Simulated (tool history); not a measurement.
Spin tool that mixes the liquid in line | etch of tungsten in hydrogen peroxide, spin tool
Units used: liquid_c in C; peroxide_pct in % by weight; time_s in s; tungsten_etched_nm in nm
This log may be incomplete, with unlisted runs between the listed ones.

run 1 hour=0.0 | liquid_c=57.0 peroxide_pct=20.0 time_s=55 | tungsten_etched_nm=99.381
run 2 hour=5.2 | liquid_c=54.0 peroxide_pct=20.0 time_s=55 | tungsten_etched_nm=83.268
run 3 hour=8.5 | liquid_c=51.5 peroxide_pct=20.0 time_s=55 | tungsten_etched_nm=72.580
run 4 hour=14.4 | liquid_c=49.5 peroxide_pct=20.0 time_s=55 | tungsten_etched_nm=63.010
run 5 hour=22.7 | liquid_c=49.5 peroxide_pct=20.0 time_s=55 | tungsten_etched_nm=63.238
run 6 hour=26.7 | liquid_c=48.5 peroxide_pct=20.0 time_s=55 | tungsten_etched_nm=60.192
run 7 hour=31.8 | liquid_c=47.5 peroxide_pct=20.0 time_s=55 | tungsten_etched_nm=56.556

What does the tool deliver on the next run?
run 8 hour=36.8 | liquid_c=46.5 peroxide_pct=20.0 time_s=55 | tungsten_etched_nm=?

{"run 8": {"tungsten_etched_nm": 53.107}}
